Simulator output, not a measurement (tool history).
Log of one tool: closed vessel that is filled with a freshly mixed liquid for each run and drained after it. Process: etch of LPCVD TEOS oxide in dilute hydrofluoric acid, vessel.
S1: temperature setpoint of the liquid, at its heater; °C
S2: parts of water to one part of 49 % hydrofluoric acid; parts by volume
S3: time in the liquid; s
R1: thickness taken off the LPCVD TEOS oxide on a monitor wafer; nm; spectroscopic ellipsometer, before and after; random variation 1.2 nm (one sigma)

run  hour    S1   S2   S3       R1
  1   0.0  24.0  115  100   41.568
  2   4.3  24.0  115  105   43.600
  3   8.8  24.0  115  100   41.603
  4  16.1  25.5   95  100   54.950
  5  17.6  25.5  115  100   44.058
  6  24.3  25.5  135  100   36.969
  7  28.8  25.5  135  100   36.721
  8  30.9  26.5  115  100   46.190
  9  32.4  27.5   95  100   58.888
 10  39.3  28.5   80  100   74.259
 11  43.1  29.0   70  100   88.157
 12  52.1  32.0   35  100  210.780
 13  60.3  31.0   35  100  200.280

The next listed run, before its measurement:
     63.1  -- thermometer replaced
 14  63.1  30.0  35  100   ?

{"run 14": {"R1": 209.59}}
